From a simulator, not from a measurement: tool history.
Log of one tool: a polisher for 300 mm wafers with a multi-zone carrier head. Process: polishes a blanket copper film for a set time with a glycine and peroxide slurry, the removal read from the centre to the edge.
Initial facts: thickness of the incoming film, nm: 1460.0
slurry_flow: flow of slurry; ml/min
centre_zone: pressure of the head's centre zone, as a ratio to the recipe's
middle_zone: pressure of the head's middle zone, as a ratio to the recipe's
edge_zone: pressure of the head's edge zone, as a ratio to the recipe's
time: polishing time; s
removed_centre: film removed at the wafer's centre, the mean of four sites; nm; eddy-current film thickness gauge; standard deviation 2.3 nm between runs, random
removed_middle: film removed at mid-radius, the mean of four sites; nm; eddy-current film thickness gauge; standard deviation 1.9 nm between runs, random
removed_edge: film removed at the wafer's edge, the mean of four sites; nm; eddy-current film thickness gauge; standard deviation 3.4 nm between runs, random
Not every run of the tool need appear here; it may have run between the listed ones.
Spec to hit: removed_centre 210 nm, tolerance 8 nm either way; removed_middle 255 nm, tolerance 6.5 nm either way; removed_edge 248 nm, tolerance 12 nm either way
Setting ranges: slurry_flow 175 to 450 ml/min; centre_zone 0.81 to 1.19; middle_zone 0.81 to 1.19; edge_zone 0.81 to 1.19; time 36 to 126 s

Run 1, hour 0: slurry_flow 290 ml/min, centre_zone 1, middle_zone 1, edge_zone 1, time 81 s. Result: removed_centre 320.91 nm, removed_middle 334.14 nm, removed_edge 326.38 nm.
Run 2, hour 1.9: slurry_flow 285 ml/min, centre_zone 0.97, middle_zone 0.99, edge_zone 0.98, time 78 s. Result: removed_centre 299.87 nm, removed_middle 316.98 nm, removed_edge 299.62 nm.
Run 3, hour 6.7: slurry_flow 285 ml/min, centre_zone 0.97, middle_zone 1.07, edge_zone 0.98, time 78 s. Result: removed_centre 297.34 nm, removed_middle 337.11 nm, removed_edge 306.81 nm.
Run 4, hour 13.8: slurry_flow 285 ml/min, centre_zone 0.97, middle_zone 1.15, edge_zone 0.98, time 78 s. Result: removed_centre 301.98 nm, removed_middle 356.82 nm, removed_edge 306.96 nm.
Run 5, hour 22.3: slurry_flow 285 ml/min, centre_zone 1, middle_zone 1.15, edge_zone 0.98, time 78 s. Result: removed_centre 303.25 nm, removed_middle 357.47 nm, removed_edge 306.5 nm.
Run 6, hour 28: slurry_flow 275 ml/min, centre_zone 0.97, middle_zone 1.13, edge_zone 0.99, time 75 s. Result: removed_centre 289.05 nm, removed_middle 340.55 nm, removed_edge 294.43 nm.
At hour 32.8: slurry nozzle cleaned.
Run 7, hour 32.8: slurry_flow 280 ml/min, centre_zone 0.94, middle_zone 1.11, edge_zone 1.01, time 72 s. Result: removed_centre 280.57 nm, removed_middle 330.9 nm, removed_edge 297.06 nm.
Run 8, hour 37: slurry_flow 275 ml/min, centre_zone 0.92, middle_zone 1.09, edge_zone 1.01, time 69 s. Result: removed_centre 263.98 nm, removed_middle 312.21 nm, removed_edge 294.83 nm.
Run 9, hour 40.4: slurry_flow 270 ml/min, centre_zone 0.9, middle_zone 1.07, edge_zone 0.99, time 68 s. Result: removed_centre 258.42 nm, removed_middle 301.5 nm, removed_edge 280.53 nm.
Run 10, hour 49.2: slurry_flow 270 ml/min, centre_zone 0.89, middle_zone 1.07, edge_zone 0.99, time 66 s. Result: removed_centre 242.45 nm, removed_middle 290.97 nm, removed_edge 270.94 nm.

Consider the 4 candidate settings below. Which is the only one whose results all fall within their allowed miss of target?
Run A, hour 58: slurry_flow 280 ml/min, centre_zone 0.89, middle_zone 1.08, edge_zone 1.12, time 56 s. Result: removed_centre ?, removed_middle ?, removed_edge ?.
Run B, hour 58: slurry_flow 335 ml/min, centre_zone 0.95, middle_zone 1.14, edge_zone 0.95, time 56 s. Result: removed_centre ?, removed_middle ?, removed_edge ?.
Run C, hour 58: slurry_flow 265 ml/min, centre_zone 0.99, middle_zone 0.93, edge_zone 0.99, time 66 s. Result: removed_centre ?, removed_middle ?, removed_edge ?.
Run D, hour 58: slurry_flow 260 ml/min, centre_zone 0.89, middle_zone 0.84, edge_zone 1.19, time 69 s. Result: removed_centre ?, removed_middle ?, removed_edge ?.

move  removed_centre  removed_middle  removed_edge
   A           209.1          251.86        246.13
   B          227.45          268.12        229.71
   C          272.41          260.09        272.29
   D          255.09          249.52        312.16
A: meets every target
B: better than the last run, though not everything is in spec
C: puts the biggest miss on target and leaves a different result outside tolerance
D: puts the biggest miss on target and leaves a different result outside tolerance
Move A is the one to make.

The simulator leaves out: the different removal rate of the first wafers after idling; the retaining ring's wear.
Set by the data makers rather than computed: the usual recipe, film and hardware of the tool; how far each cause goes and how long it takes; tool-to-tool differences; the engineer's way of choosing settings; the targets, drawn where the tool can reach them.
